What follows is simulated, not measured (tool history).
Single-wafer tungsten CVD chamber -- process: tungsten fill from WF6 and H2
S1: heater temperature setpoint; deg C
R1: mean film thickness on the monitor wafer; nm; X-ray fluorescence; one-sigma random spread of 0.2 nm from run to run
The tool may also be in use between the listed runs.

Run 1, hour 0: S1 390 deg C, chamber pressure (Torr) 34.6, deposition time (s) 35.8. Result: R1 90.535 nm.
Run 2, hour 2.3: S1 383 deg C, chamber pressure (Torr) 34.6, deposition time (s) 35.8. Result: R1 76.766 nm.
Run 3, hour 9.3: S1 375 deg C, chamber pressure (Torr) 34.6, deposition time (s) 35.8. Result: R1 63.844 nm.
Run 4, hour 15.8: S1 373 deg C, chamber pressure (Torr) 34.6, deposition time (s) 35.8. Result: R1 60.933 nm.
Run 5, hour 22.2: S1 373 deg C, chamber pressure (Torr) 39.2, deposition time (s) 35.8. Result: R1 63.561 nm.
Run 6, hour 22.8: S1 371 deg C, chamber pressure (Torr) 39.2, deposition time (s) 35.8. Result: R1 60.231 nm.

What does the tool deliver on the next run?
Run 7, hour 28.4: S1 370 deg C, chamber pressure (Torr) 39.2, deposition time (s) 35.8. Result: R1 ?.

R1: 58.491 nm
